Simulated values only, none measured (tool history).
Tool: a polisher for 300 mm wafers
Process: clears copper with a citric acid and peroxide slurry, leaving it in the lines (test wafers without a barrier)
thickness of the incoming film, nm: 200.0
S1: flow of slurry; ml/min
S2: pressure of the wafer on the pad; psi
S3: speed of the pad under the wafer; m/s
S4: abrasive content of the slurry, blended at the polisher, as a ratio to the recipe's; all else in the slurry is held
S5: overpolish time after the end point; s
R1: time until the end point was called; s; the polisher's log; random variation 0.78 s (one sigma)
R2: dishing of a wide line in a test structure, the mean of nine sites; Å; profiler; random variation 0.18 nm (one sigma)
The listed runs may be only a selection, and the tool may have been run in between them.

{"run": 1, "hour": 0.0, "S1": 225, "S2": 3.9, "S3": 0.98, "S4": 1, "S5": 18, "R1": 57.291, "R2": 138.43}
{"run": 2, "hour": 3.5, "S1": 225, "S2": 3.9, "S3": 0.98, "S4": 0.8, "S5": 18, "R1": 59.783, "R2": 133.88}
{"run": 3, "hour": 8.5, "S1": 225, "S2": 3.7, "S3": 0.98, "S4": 0.85, "S5": 20, "R1": 63.106, "R2": 136.42}
{"run": 4, "hour": 16.2, "S1": 225, "S2": 2.7, "S3": 0.98, "S4": 0.85, "S5": 20, "R1": 85.581, "R2": 126.34}
{"run": 5, "hour": 19.1, "S1": 255, "S2": 2.7, "S3": 0.98, "S4": 0.85, "S5": 20, "R1": 84.997, "R2": 130.91}
{"run": 6, "hour": 20.0, "S1": 260, "S2": 2.9, "S3": 0.98, "S4": 0.85, "S5": 21, "R1": 76.896, "R2": 132.5}
{"run": 7, "hour": 27.8, "S1": 270, "S2": 2.9, "S3": 0.98, "S4": 0.85, "S5": 22, "R1": 75.833, "R2": 131.38}
{"run": 8, "hour": 33.6, "S1": 270, "S2": 2.9, "S3": 0.98, "S4": 0.9, "S5": 24, "R1": 76.003, "R2": 135.14}
{"run": 9, "hour": 41.4, "S1": 275, "S2": 2.9, "S3": 0.98, "S4": 0.9, "S5": 25, "R1": 74.321, "R2": 138.3}

What will run 10 give?
{"run": 10, "hour": 42.9, "S1": 280, "S2": 2.9, "S3": 0.98, "S4": 0.9, "S5": 25, "R1": "?", "R2": "?"}

{"run 10": {"R1": 73.765, "R2": 139.16}}

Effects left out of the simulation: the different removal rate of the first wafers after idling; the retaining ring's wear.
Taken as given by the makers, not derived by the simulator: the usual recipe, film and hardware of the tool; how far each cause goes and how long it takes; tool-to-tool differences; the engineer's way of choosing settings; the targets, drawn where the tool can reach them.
